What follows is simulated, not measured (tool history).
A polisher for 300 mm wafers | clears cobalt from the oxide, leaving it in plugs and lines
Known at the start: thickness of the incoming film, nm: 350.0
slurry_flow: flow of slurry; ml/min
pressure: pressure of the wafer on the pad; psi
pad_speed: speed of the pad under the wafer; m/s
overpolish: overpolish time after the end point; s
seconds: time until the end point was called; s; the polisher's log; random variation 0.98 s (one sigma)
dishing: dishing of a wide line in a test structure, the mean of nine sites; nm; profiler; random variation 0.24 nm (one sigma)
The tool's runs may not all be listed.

run 1 hour=0 | slurry_flow=140 pressure=2.1 pad_speed=1.18 overpolish=15 | seconds=63.036 dishing=38.219
run 2 hour=6.6 | slurry_flow=140 pressure=2.1 pad_speed=1.18 overpolish=9 | seconds=64.048 dishing=29.68
run 3 hour=12.9 | slurry_flow=140 pressure=2.1 pad_speed=1.18 overpolish=8 | seconds=63.414 dishing=27.857
run 4 hour=21.8 | slurry_flow=135 pressure=2.2 pad_speed=1.18 overpolish=6 | seconds=61.974 dishing=23.563
run 5 hour=26.7 | slurry_flow=135 pressure=2.2 pad_speed=0.94 overpolish=6 | seconds=75.217 dishing=20.295
run 6 hour=32.8 | slurry_flow=135 pressure=2.2 pad_speed=1.08 overpolish=6 | seconds=65.734 dishing=22.041
run 7 hour=39.4 | slurry_flow=135 pressure=2.3 pad_speed=1.08 overpolish=6 | seconds=63.528 dishing=22.929
run 8 hour=47.9 | slurry_flow=135 pressure=2.4 pad_speed=1.08 overpolish=6 | seconds=61.593 dishing=24.019
run 9 hour=48.7 | slurry_flow=130 pressure=2.5 pad_speed=1.06 overpolish=6 | seconds=58.228 dishing=24.324
run 10 hour=52.2 | slurry_flow=125 pressure=2.6 pad_speed=1.04 overpolish=6 | seconds=60.642 dishing=24.423
run 11 hour=57.1 | slurry_flow=135 pressure=2.6 pad_speed=1.02 overpolish=6 | seconds=61.033 dishing=24.28
run 12 hour=61.6 | slurry_flow=130 pressure=2.6 pad_speed=1.02 overpolish=6 | seconds=60.848 dishing=23.784
run 13 hour=67.4 | slurry_flow=125 pressure=2.7 pad_speed=1 overpolish=6 | seconds=57.568 dishing=24.082

Forecast run 14:
run 14 hour=74.6 | slurry_flow=85 pressure=3.2 pad_speed=0.66 overpolish=4 | seconds=? dishing=?

Run 14 gave seconds 81.779 s, dishing 13.699 nm.
